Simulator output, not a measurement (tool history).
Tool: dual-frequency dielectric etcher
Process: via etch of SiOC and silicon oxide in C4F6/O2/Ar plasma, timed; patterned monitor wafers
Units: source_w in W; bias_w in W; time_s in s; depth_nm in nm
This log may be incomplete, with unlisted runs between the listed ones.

| run | day | source_w | bias_w | time_s | depth_nm |
|---|---|---|---|---|---|
| 1 | 0 | 350 | 230 | 42 | 46.446 |
| 2 | 0.146 | 360 | 231 | 42 | 47.053 |
| 3 | 0.392 | 310 | 231 | 42 | 43.942 |
| 4 | 0.608 | 310 | 231 | 42 | 44.3 |
| 5 | 0.8 | 310 | 231 | 42 | 44.155 |
| 6 | 1.133 | 330 | 232 | 42 | 45.255 |
| 7 | 1.208 | 340 | 233 | 42 | 46.216 |
| 8 | 1.462 | 350 | 234 | 42 | 47.039 |
| 9 | 1.525 | 360 | 234 | 42 | 47.072 |

What does the tool deliver on the next run?
| 10 | 1.712 | 430 | 242 | 42 | ? |

Logged for run 10: depth_nm 52.163 nm.
